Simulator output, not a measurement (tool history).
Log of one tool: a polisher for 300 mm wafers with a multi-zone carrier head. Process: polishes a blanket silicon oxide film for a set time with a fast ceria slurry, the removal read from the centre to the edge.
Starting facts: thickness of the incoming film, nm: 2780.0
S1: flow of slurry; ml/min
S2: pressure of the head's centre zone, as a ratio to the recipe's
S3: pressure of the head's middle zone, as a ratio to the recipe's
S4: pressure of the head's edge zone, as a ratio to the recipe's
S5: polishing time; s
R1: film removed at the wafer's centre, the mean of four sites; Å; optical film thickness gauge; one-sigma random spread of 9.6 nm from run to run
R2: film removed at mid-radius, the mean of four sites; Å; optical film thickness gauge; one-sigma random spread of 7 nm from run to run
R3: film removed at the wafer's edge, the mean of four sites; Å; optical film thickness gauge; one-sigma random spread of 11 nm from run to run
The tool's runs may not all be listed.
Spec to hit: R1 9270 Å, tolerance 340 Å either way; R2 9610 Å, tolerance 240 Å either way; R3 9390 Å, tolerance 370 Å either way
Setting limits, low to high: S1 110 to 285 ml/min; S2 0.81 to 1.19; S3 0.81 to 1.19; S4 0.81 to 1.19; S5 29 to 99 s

{"run": 1, "hour": 0.0, "S1": 180, "S2": 1, "S3": 1, "S4": 1, "S5": 64, "R1": 7531.6, "R2": 7385.2, "R3": 7254.5}
{"run": 2, "hour": 0.6, "S1": 180, "S2": 1, "S3": 0.93, "S4": 1, "S5": 64, "R1": 7562.7, "R2": 6911.8, "R3": 7378.6}
{"run": 3, "hour": 6.7, "S1": 190, "S2": 1, "S3": 0.96, "S4": 1.03, "S5": 66, "R1": 7713.6, "R2": 7419.6, "R3": 7642}
{"run": 4, "hour": 14.6, "S1": 190, "S2": 1, "S3": 1.02, "S4": 1.03, "S5": 66, "R1": 7688.4, "R2": 7623.6, "R3": 7660.4}
{"run": 5, "hour": 22.4, "S1": 160, "S2": 1, "S3": 1.02, "S4": 1.03, "S5": 66, "R1": 7506.6, "R2": 7459.1, "R3": 7716.4}
{"run": 6, "hour": 30.7, "S1": 160, "S2": 1, "S3": 1.02, "S4": 0.99, "S5": 66, "R1": 7470.3, "R2": 7449.6, "R3": 7630.4}
{"run": 7, "hour": 32.8, "S1": 160, "S2": 1.01, "S3": 1.05, "S4": 1, "S5": 68, "R1": 7853.4, "R2": 7872.6, "R3": 7816.2}
{"run": 8, "hour": 41.2, "S1": 165, "S2": 1.02, "S3": 1.07, "S4": 1.02, "S5": 70, "R1": 8244, "R2": 8156.6, "R3": 8158.9}
{"run": 9, "hour": 47.1, "S1": 170, "S2": 1.02, "S3": 1.09, "S4": 1.04, "S5": 71, "R1": 8268.6, "R2": 8405.6, "R3": 8368}
{"run": 10, "hour": 53.9, "S1": 180, "S2": 1.03, "S3": 1.1, "S4": 1.06, "S5": 72, "R1": 8604.6, "R2": 8689.2, "R3": 8562.3}
{"run": 11, "hour": 59.2, "S1": 185, "S2": 1.03, "S3": 1.11, "S4": 1.08, "S5": 73, "R1": 8746.5, "R2": 8823.2, "R3": 8664.3}
{"run": 12, "hour": 66.7, "S1": 185, "S2": 1.03, "S3": 1.12, "S4": 1.09, "S5": 74, "R1": 8968.2, "R2": 8970.9, "R3": 8956}
{"run": 13, "hour": 68.7, "S1": 190, "S2": 1.03, "S3": 1.13, "S4": 1.1, "S5": 74, "R1": 9006.4, "R2": 9046, "R3": 9001.2}
{"run": 14, "hour": 74.6, "S1": 195, "S2": 1.03, "S3": 1.14, "S4": 1.11, "S5": 74, "R1": 9118.1, "R2": 9241.7, "R3": 8969.5}

Pick the move, out of 5, that brings all results within their allowed miss; only one does.
{"run": "A", "hour": 80.5, "S1": 225, "S2": 1.08, "S3": 1.18, "S4": 1.09, "S5": 71, "R1": "?", "R2": "?", "R3": "?"}
{"run": "B", "hour": 80.5, "S1": 190, "S2": 0.94, "S3": 1.16, "S4": 1.15, "S5": 77, "R1": "?", "R2": "?", "R3": "?"}
{"run": "C", "hour": 80.5, "S1": 260, "S2": 0.98, "S3": 1.19, "S4": 1.07, "S5": 77, "R1": "?", "R2": "?", "R3": "?"}
{"run": "D", "hour": 80.5, "S1": 135, "S2": 0.88, "S3": 1.13, "S4": 1.15, "S5": 87, "R1": "?", "R2": "?", "R3": "?"}
{"run": "E", "hour": 80.5, "S1": 160, "S2": 1.01, "S3": 1.11, "S4": 1.04, "S5": 81, "R1": "?", "R2": "?", "R3": "?"}

move=A R1=9396.6 R2=9192.3 R3=8584.6
move=B R1=8635.6 R2=9645.3 R3=9342.5
move=C R1=9417.1 R2=10200 R3=9364.7
move=D R1=8548.6 R2=10117 R3=10121
move=E R1=9471.2 R2=9606.3 R3=9282.5
A: lands further from the targets than the last run did
B: puts the biggest miss on target and leaves a different result outside tolerance
C: the result that was furthest off in the last run now lies on the other side of its target
D: the result that was furthest off in the last run now lies on the other side of its target
E: in spec on every target
So the answer is move E, the one that meets all the targets.
